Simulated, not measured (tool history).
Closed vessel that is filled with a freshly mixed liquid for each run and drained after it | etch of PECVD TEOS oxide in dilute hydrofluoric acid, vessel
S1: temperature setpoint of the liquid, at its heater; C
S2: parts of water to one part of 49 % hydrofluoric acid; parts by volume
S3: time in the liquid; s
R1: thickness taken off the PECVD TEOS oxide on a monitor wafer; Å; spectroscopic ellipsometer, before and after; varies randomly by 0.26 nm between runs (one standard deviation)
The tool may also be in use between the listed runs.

run  hour    S1   S2   S3      R1
  1     0    21  250  380  184.18
  2   8.1    21  250  405  195.09
  3  12.8    23  195  405  286.22
  4  16.6    23  195  405  284.13
  5  24.7  20.5  195  405  259.79
  6  30.5  22.5  160  405  353.57
  7  38.3    24  140  405  442.25
  8  45.8  25.5  130  405  504.29
  9  52.7  26.5  120  405  580.42
 10    58    27  115  405  623.44
 11  64.3    27  115  405  619.01
 12  68.4  27.5  115  405  628.59
 13  69.5    28  110  405  674.27
 14    73  28.5  110  405  690.41

Expected results for the next run?
 15    78  29  110  405   ?

Run 15 yielded R1 702.24 Å.
